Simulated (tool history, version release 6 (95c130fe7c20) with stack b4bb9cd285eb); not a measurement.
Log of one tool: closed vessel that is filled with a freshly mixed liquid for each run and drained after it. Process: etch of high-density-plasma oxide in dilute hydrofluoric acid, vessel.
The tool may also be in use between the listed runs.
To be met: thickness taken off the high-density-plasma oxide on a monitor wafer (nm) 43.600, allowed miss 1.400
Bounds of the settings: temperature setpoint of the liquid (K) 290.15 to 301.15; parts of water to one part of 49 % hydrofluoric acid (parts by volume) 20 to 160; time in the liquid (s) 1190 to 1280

| run | day | temperature setpoint of the liquid (K) | parts of water to one part of 49 % hydrofluoric acid (parts by volume) | time in the liquid (s) | thickness taken off the high-density-plasma oxide on a monitor wafer (nm) |
|---|---|---|---|---|---|
| 1 | 0.000 | 293.15 | 90 | 1190 | 60.498 |
| 2 | 0.379 | 292.65 | 95 | 1190 | 54.714 |
| 3 | 0.600 | 290.15 | 95 | 1190 | 49.838 |
| 4 | 0.654 | 290.15 | 120 | 1190 | 37.748 |
| 5 | 0.896 | 290.15 | 95 | 1190 | 49.082 |
| 6 | 1.162 | 292.15 | 95 | 1190 | 54.127 |
| 7 | 1.475 | 291.65 | 95 | 1190 | 52.280 |
| 8 | 1.683 | 290.65 | 100 | 1190 | 47.718 |

4 next moves are on the table. One of them brings every result within its allowed miss. Which?
| A | 1.892 | 293.15 | 130 | 1245 | ? |
| B | 1.892 | 290.15 | 100 | 1280 | ? |
| C | 1.892 | 290.15 | 110 | 1225 | ? |
| D | 1.892 | 290.15 | 105 | 1280 | ? |

| move | thickness taken off the high-density-plasma oxide on a monitor wafer (nm) |
|---|---|
| A | 40.276 |
| B | 49.093 |
| C | 42.274 |
| D | 46.514 |
A: takes the result that was furthest off past its target
B: further off than the last run
C: meets every target
D: nearer than the last run, and not there yet
The right move is C.
